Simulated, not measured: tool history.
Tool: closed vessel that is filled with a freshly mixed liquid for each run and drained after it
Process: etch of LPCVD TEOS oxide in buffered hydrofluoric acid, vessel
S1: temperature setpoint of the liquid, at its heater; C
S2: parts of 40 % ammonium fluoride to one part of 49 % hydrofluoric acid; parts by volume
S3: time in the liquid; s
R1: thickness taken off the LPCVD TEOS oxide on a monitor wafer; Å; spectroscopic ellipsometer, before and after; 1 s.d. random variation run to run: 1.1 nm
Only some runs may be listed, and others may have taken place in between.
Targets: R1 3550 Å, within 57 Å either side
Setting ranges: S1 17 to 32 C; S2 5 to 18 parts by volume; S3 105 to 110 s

Run 1, day 0: S1 24 C, S2 11 parts by volume, S3 105 s. Result: R1 3228.7 Å.
Run 2, day 0.188: S1 22 C, S2 11 parts by volume, S3 105 s. Result: R1 2883.2 Å.
Run 3, day 0.229: S1 23 C, S2 11 parts by volume, S3 105 s. Result: R1 3041.8 Å.
Run 4, day 0.325: S1 24.5 C, S2 11 parts by volume, S3 105 s. Result: R1 3305.5 Å.
Run 5, day 0.658: S1 25 C, S2 11 parts by volume, S3 105 s. Result: R1 3403.8 Å.
Run 6, day 1.021: S1 22 C, S2 11 parts by volume, S3 105 s. Result: R1 2876 Å.
Run 7, day 1.275: S1 23 C, S2 11 parts by volume, S3 105 s. Result: R1 3044.3 Å.
Run 8, day 1.646: S1 26.5 C, S2 11 parts by volume, S3 105 s. Result: R1 3703.5 Å.

Exercise: of the 4 proposed moves below, exactly one satisfies all targets within the stated allowed misses. Which move is it?
Run A, day 2.017: S1 26.5 C, S2 11.5 parts by volume, S3 105 s. Result: R1 ?.
Run B, day 2.017: S1 26.5 C, S2 10.5 parts by volume, S3 105 s. Result: R1 ?.
Run C, day 2.017: S1 27 C, S2 11 parts by volume, S3 105 s. Result: R1 ?.
Run D, day 2.017: S1 27.5 C, S2 12 parts by volume, S3 110 s. Result: R1 ?.

move      R1
   A  3529.1
   B  3856.2
   C  3785.5
   D  3741.7
A: hits every target within its allowed miss
B: its largest miss is bigger than the last run's
C: its largest miss is bigger than the last run's
D: its largest miss is bigger than the last run's
A meets every target.

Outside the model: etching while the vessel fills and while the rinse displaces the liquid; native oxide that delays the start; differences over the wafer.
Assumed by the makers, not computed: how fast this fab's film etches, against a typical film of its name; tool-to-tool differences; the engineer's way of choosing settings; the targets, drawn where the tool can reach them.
